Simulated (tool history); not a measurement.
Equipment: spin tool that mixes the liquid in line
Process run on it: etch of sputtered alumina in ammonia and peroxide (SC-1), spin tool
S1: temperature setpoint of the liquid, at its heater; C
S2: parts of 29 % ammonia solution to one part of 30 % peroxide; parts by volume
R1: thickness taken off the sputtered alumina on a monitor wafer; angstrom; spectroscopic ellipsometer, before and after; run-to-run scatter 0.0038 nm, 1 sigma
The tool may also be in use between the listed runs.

run 1 hour=0 | S1=58 S2=0.4 time_under_the_liquid_(s)=15 | R1=12.893
run 2 hour=6.7 | S1=58 S2=0.25 time_under_the_liquid_(s)=15 | R1=12.263
run 3 hour=8.3 | S1=56.5 S2=0.25 time_under_the_liquid_(s)=15 | R1=11.281
run 4 hour=12.4 | S1=55 S2=0.25 time_under_the_liquid_(s)=15 | R1=10.454
run 5 hour=18.9 | S1=54 S2=0.25 time_under_the_liquid_(s)=15 | R1=9.928
run 6 hour=20.7 | S1=53 S2=0.25 time_under_the_liquid_(s)=15 | R1=9.4683
run 7 hour=27.7 | S1=52 S2=0.25 time_under_the_liquid_(s)=15 | R1=8.948
run 8 hour=29.6 | S1=51 S2=0.25 time_under_the_liquid_(s)=15 | R1=8.3607

What will run 9 give?
run 9 hour=37.6 | S1=51 S2=0.25 time_under_the_liquid_(s)=15 | R1=?

{"run 9": {"R1": 8.45}}
